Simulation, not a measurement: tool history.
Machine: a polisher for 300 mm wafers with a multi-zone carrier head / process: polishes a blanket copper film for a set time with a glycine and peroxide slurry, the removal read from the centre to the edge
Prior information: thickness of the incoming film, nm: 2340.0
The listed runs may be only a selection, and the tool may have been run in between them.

| run | hour | flow of slurry (ml/min) | pressure of the head's centre zone | pressure of the head's middle zone | pressure of the head's edge zone | polishing time (s) | film removed at the wafer's centre (Å) | film removed at mid-radius (Å) | film removed at the wafer's edge (Å) |
|---|---|---|---|---|---|---|---|---|---|
| 1 | 0 | 125 | 1 | 1 | 1 | 65 | 2848.4 | 2844.6 | 3029.2 |
| 2 | 5.4 | 135 | 1.02 | 1 | 1.01 | 65 | 2935.4 | 2855.2 | 3090.6 |
| 3 | 9.6 | 140 | 1.04 | 1.01 | 1.01 | 65 | 2991.5 | 2948.6 | 3060.6 |
| 4 | 17.6 | 140 | 1.04 | 1.01 | 1.01 | 58 | 2723.9 | 2587.3 | 2770.3 |
|  | 21.9 | edge zone pressure recalibrated |
| 5 | 21.9 | 140 | 1.04 | 1.01 | 1.09 | 58 | 2690.7 | 2636.5 | 2736.6 |
| 6 | 27 | 140 | 1.04 | 1.01 | 1.05 | 58 | 2635.2 | 2587.6 | 2653.2 |

What will run 7 give?
| 7 | 32.8 | 145 | 1.05 | 1.01 | 1.04 | 60 | ? | ? | ? |

{"run 7": {"film removed at the wafer's centre (Å)": 2842.1, "film removed at mid-radius (Å)": 2733, "film removed at the wafer's edge (Å)": 2726}}
